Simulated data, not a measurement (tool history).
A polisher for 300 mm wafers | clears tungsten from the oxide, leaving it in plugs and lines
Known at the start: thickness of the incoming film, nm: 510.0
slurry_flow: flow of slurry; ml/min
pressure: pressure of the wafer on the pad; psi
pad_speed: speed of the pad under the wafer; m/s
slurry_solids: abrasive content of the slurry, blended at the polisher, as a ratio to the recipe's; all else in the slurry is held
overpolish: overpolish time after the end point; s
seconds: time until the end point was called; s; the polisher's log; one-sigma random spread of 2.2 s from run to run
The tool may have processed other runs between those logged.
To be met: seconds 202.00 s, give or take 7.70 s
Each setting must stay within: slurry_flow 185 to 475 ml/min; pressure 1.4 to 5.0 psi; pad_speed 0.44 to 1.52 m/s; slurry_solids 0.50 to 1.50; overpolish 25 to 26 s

{"run": 1, "hour": 0.0, "slurry_flow": 305, "pressure": 3.2, "pad_speed": 0.98, "slurry_solids": 1.0, "overpolish": 25, "seconds": 143.91}
{"run": 2, "hour": 8.3, "slurry_flow": 305, "pressure": 3.1, "pad_speed": 0.98, "slurry_solids": 1.0, "overpolish": 25, "seconds": 143.9}
{"run": 3, "hour": 16.3, "slurry_flow": 305, "pressure": 3.1, "pad_speed": 0.98, "slurry_solids": 1.0, "overpolish": 25, "seconds": 146.22}
{"run": 4, "hour": 25.0, "slurry_flow": 305, "pressure": 3.1, "pad_speed": 0.98, "slurry_solids": 1.0, "overpolish": 26, "seconds": 147.82}
{"run": 5, "hour": 27.5, "slurry_flow": 375, "pressure": 3.1, "pad_speed": 0.98, "slurry_solids": 1.0, "overpolish": 26, "seconds": 145.91}
{"run": 6, "hour": 28.7, "slurry_flow": 375, "pressure": 3.1, "pad_speed": 0.98, "slurry_solids": 1.15, "overpolish": 26, "seconds": 138.2}
{"run": 7, "hour": 32.5, "slurry_flow": 375, "pressure": 2.9, "pad_speed": 0.98, "slurry_solids": 1.15, "overpolish": 26, "seconds": 147.42}
{"run": 8, "hour": 39.1, "slurry_flow": 375, "pressure": 2.8, "pad_speed": 0.98, "slurry_solids": 1.15, "overpolish": 26, "seconds": 155.83}
{"run": 9, "hour": 41.6, "slurry_flow": 375, "pressure": 1.9, "pad_speed": 0.96, "slurry_solids": 1.15, "overpolish": 26, "seconds": 228.33}

4 candidate next runs follow, results not yet known. Just one meets every target within its allowed miss. Identify it.
{"run": "A", "hour": 44.1, "slurry_flow": 420, "pressure": 1.9, "pad_speed": 0.86, "slurry_solids": 1.15, "overpolish": 26, "seconds": "?"}
{"run": "B", "hour": 44.1, "slurry_flow": 455, "pressure": 2.2, "pad_speed": 0.88, "slurry_solids": 1.0, "overpolish": 26, "seconds": "?"}
{"run": "C", "hour": 44.1, "slurry_flow": 400, "pressure": 2.4, "pad_speed": 0.78, "slurry_solids": 1.15, "overpolish": 26, "seconds": "?"}
{"run": "D", "hour": 44.1, "slurry_flow": 405, "pressure": 1.8, "pad_speed": 1.16, "slurry_solids": 1.1, "overpolish": 26, "seconds": "?"}

move=A seconds=253.06
move=B seconds=221.77
move=C seconds=224.32
move=D seconds=201.51
A: its largest miss is bigger than the last run's
B: better than the last run, though not everything is in spec
C: better than the last run, though not everything is in spec
D: each result inside its tolerance
Go with D: it meets all targets.
